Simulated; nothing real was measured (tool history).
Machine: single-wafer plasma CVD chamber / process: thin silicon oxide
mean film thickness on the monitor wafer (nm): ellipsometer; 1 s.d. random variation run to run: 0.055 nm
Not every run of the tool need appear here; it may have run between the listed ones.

run  hour  heater temperature setpoint (K)  chamber pressure (Torr)  RF power (kW)  deposition time (s)  mean film thickness on the monitor wafer (nm)
  1   0.0                           658.15                    0.689          0.220                 7.54                                         10.925
  2   7.4                           658.15                    0.715          0.220                 7.54                                         11.378
  3  10.5                           667.15                    0.715          0.220                 7.54                                         11.364
  4  12.5                           667.15                    0.654          0.220                 7.54                                         10.397
  5  17.6                           667.15                    0.654          0.205                 7.54                                         10.069
  6  21.1                           667.15                    0.772          0.205                 7.54                                         11.774

For run 7, what comes out?
  7  26.1                           667.15                    0.783          0.205                 7.54                                              ?

mean film thickness on the monitor wafer (nm): 11.998

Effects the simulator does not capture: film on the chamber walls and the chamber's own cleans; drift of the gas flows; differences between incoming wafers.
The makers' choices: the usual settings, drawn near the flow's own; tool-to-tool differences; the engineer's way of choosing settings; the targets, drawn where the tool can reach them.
